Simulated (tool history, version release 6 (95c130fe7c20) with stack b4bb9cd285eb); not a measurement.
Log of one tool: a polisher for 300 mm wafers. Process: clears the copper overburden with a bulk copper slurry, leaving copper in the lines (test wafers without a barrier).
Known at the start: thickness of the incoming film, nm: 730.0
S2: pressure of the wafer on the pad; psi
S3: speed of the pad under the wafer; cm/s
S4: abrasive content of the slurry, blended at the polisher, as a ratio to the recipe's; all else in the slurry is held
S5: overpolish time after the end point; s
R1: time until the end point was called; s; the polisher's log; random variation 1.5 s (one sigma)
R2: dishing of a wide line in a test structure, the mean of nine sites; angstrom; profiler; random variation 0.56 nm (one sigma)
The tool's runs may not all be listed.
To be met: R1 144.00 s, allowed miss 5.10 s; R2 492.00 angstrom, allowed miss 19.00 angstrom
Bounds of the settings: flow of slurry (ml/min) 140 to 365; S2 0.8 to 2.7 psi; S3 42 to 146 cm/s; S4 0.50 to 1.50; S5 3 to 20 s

{"run": 1, "hour": 0.0, "flow of slurry (ml/min)": 235, "S2": 1.7, "S3": 94, "S4": 1.0, "S5": 10, "R1": 146.99, "R2": 365.6}
{"run": 2, "hour": 1.0, "flow of slurry (ml/min)": 225, "S2": 1.7, "S3": 94, "S4": 1.0, "S5": 12, "R1": 146.32, "R2": 419.07}
{"run": 3, "hour": 5.3, "flow of slurry (ml/min)": 225, "S2": 1.7, "S3": 94, "S4": 0.85, "S5": 12, "R1": 151.96, "R2": 410.35}
{"run": 4, "hour": 13.7, "flow of slurry (ml/min)": 225, "S2": 1.7, "S3": 94, "S4": 0.7, "S5": 12, "R1": 156.1, "R2": 404.55}
{"run": 5, "hour": 21.5, "flow of slurry (ml/min)": 225, "S2": 1.7, "S3": 80, "S4": 0.7, "S5": 12, "R1": 181.77, "R2": 348.12}
{"run": 6, "hour": 27.9, "flow of slurry (ml/min)": 225, "S2": 1.3, "S3": 80, "S4": 0.7, "S5": 12, "R1": 212.41, "R2": 297.38}
{"run": 7, "hour": 35.4, "flow of slurry (ml/min)": 225, "S2": 1.4, "S3": 80, "S4": 0.7, "S5": 12, "R1": 208.36, "R2": 316.24}
{"run": 8, "hour": 42.1, "flow of slurry (ml/min)": 225, "S2": 1.5, "S3": 80, "S4": 0.7, "S5": 12, "R1": 197.34, "R2": 325.22}
{"run": 9, "hour": 43.0, "flow of slurry (ml/min)": 225, "S2": 1.6, "S3": 80, "S4": 0.7, "S5": 12, "R1": 190.44, "R2": 337.21}
{"run": 10, "hour": 51.9, "flow of slurry (ml/min)": 225, "S2": 1.7, "S3": 80, "S4": 0.7, "S5": 12, "R1": 181.05, "R2": 343.73}
{"run": 11, "hour": 54.2, "flow of slurry (ml/min)": 225, "S2": 1.8, "S3": 80, "S4": 0.7, "S5": 12, "R1": 179.13, "R2": 366.65}
{"run": 12, "hour": 61.4, "flow of slurry (ml/min)": 225, "S2": 1.9, "S3": 80, "S4": 0.7, "S5": 12, "R1": 171.51, "R2": 376.15}
{"run": 13, "hour": 63.7, "flow of slurry (ml/min)": 225, "S2": 2.0, "S3": 80, "S4": 0.7, "S5": 12, "R1": 164.07, "R2": 384.94}
{"run": 14, "hour": 64.8, "flow of slurry (ml/min)": 230, "S2": 2.2, "S3": 80, "S4": 0.7, "S5": 13, "R1": 153.55, "R2": 439.46}
{"run": 15, "hour": 70.3, "flow of slurry (ml/min)": 230, "S2": 2.3, "S3": 80, "S4": 0.7, "S5": 13, "R1": 147.82, "R2": 453.71}

Which of these 4 next moves meets every target?
{"run": "A", "hour": 75.8, "flow of slurry (ml/min)": 295, "S2": 1.8, "S3": 86, "S4": 0.7, "S5": 18, "R1": "?", "R2": "?"}
{"run": "B", "hour": 75.8, "flow of slurry (ml/min)": 230, "S2": 2.6, "S3": 76, "S4": 0.65, "S5": 11, "R1": "?", "R2": "?"}
{"run": "C", "hour": 75.8, "flow of slurry (ml/min)": 260, "S2": 2.6, "S3": 78, "S4": 0.5, "S5": 14, "R1": "?", "R2": "?"}
{"run": "D", "hour": 75.8, "flow of slurry (ml/min)": 330, "S2": 2.4, "S3": 68, "S4": 0.85, "S5": 17, "R1": "?", "R2": "?"}

move=A R1=162.30 R2=563.37
move=B R1=147.42 R2=416.34
move=C R1=147.74 R2=509.17
move=D R1=159.85 R2=556.30
A: takes the result that was furthest off past its target
B: further off than the last run
C: meets every target
D: takes the result that was furthest off past its target
The right move is C.

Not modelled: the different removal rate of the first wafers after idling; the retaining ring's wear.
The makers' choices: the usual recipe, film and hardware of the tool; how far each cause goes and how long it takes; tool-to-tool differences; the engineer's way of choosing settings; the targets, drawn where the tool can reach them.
